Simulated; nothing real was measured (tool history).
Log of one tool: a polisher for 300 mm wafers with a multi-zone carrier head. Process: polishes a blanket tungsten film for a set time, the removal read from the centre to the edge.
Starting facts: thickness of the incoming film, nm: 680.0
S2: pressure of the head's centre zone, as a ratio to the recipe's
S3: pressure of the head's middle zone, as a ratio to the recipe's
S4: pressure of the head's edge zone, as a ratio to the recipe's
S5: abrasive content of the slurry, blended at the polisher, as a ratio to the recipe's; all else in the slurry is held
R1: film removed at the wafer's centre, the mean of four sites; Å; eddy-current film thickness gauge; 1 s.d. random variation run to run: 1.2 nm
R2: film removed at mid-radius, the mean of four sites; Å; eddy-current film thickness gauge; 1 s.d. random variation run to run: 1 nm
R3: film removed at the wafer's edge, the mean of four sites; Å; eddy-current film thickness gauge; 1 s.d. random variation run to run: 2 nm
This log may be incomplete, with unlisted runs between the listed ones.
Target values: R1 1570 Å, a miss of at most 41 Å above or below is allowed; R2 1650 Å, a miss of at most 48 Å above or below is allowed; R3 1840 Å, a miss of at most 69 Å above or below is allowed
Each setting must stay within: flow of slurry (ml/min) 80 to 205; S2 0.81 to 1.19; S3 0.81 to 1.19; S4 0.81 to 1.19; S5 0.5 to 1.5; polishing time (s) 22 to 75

{"run": 1, "hour": 0.0, "flow of slurry (ml/min)": 135, "S2": 1, "S3": 1, "S4": 1, "S5": 1, "polishing time (s)": 48, "R1": 1971.6, "R2": 1992, "R3": 1905.2}
{"run": 2, "hour": 7.0, "flow of slurry (ml/min)": 130, "S2": 0.98, "S3": 0.98, "S4": 1.01, "S5": 1, "polishing time (s)": 48, "R1": 1947.6, "R2": 1954.1, "R3": 1893.7}
{"run": 3, "hour": 14.1, "flow of slurry (ml/min)": 130, "S2": 0.98, "S3": 1.03, "S4": 1.01, "S5": 1, "polishing time (s)": 48, "R1": 1939.9, "R2": 2031.8, "R3": 1917.8}
{"run": 4, "hour": 19.5, "flow of slurry (ml/min)": 130, "S2": 0.98, "S3": 1.03, "S4": 1.01, "S5": 0.85, "polishing time (s)": 48, "R1": 1863.2, "R2": 1970.3, "R3": 1822.8}
{"run": 5, "hour": 25.5, "flow of slurry (ml/min)": 125, "S2": 0.96, "S3": 1.01, "S4": 1.03, "S5": 0.85, "polishing time (s)": 48, "R1": 1767.9, "R2": 1908.1, "R3": 1849.4}
{"run": 6, "hour": 33.6, "flow of slurry (ml/min)": 125, "S2": 0.96, "S3": 1.07, "S4": 1.03, "S5": 0.85, "polishing time (s)": 48, "R1": 1800.7, "R2": 2008, "R3": 1835.3}
{"run": 7, "hour": 37.3, "flow of slurry (ml/min)": 90, "S2": 0.92, "S3": 0.97, "S4": 1.08, "S5": 0.85, "polishing time (s)": 48, "R1": 1605.4, "R2": 1704.3, "R3": 1795.4}
{"run": 8, "hour": 44.4, "flow of slurry (ml/min)": 90, "S2": 0.92, "S3": 0.97, "S4": 1.09, "S5": 0.85, "polishing time (s)": 48, "R1": 1614.7, "R2": 1729.7, "R3": 1807.7}
{"run": 9, "hour": 50.8, "flow of slurry (ml/min)": 90, "S2": 0.92, "S3": 0.96, "S4": 1.1, "S5": 0.85, "polishing time (s)": 48, "R1": 1597.9, "R2": 1726.5, "R3": 1828.6}
{"run": 10, "hour": 54.2, "flow of slurry (ml/min)": 90, "S2": 0.92, "S3": 0.96, "S4": 1.1, "S5": 0.85, "polishing time (s)": 48, "R1": 1608.3, "R2": 1713.7, "R3": 1803.3}

Which single option among these 5 for the next run brings every result within its allowed miss of target? Just one does.
{"run": "A", "hour": 57.6, "flow of slurry (ml/min)": 90, "S2": 0.99, "S3": 0.94, "S4": 1.17, "S5": 0.75, "polishing time (s)": 49, "R1": "?", "R2": "?", "R3": "?"}
{"run": "B", "hour": 57.6, "flow of slurry (ml/min)": 90, "S2": 0.95, "S3": 0.98, "S4": 0.98, "S5": 1.2, "polishing time (s)": 42, "R1": "?", "R2": "?", "R3": "?"}
{"run": "C", "hour": 57.6, "flow of slurry (ml/min)": 110, "S2": 0.97, "S3": 1.03, "S4": 1.06, "S5": 1.05, "polishing time (s)": 43, "R1": "?", "R2": "?", "R3": "?"}
{"run": "D", "hour": 57.6, "flow of slurry (ml/min)": 110, "S2": 1.02, "S3": 1.09, "S4": 1.03, "S5": 0.75, "polishing time (s)": 45, "R1": "?", "R2": "?", "R3": "?"}
{"run": "E", "hour": 57.6, "flow of slurry (ml/min)": 80, "S2": 0.9, "S3": 0.91, "S4": 1.08, "S5": 1.1, "polishing time (s)": 47, "R1": "?", "R2": "?", "R3": "?"}

move=A R1=1674.6 R2=1658.3 R3=1840.7
move=B R1=1544 R2=1650.8 R3=1632
move=C R1=1639 R2=1777.4 R3=1720.4
move=D R1=1664 R2=1798.9 R3=1637.3
move=E R1=1552.7 R2=1655.9 R3=1835.2
A: meets the target for the result that was furthest off, but another lies outside its allowed miss
B: meets the target for the result that was furthest off, but another lies outside its allowed miss
C: the biggest miss grows against the last run
D: the biggest miss grows against the last run
E: in spec on every target
Go with E: it meets all targets.
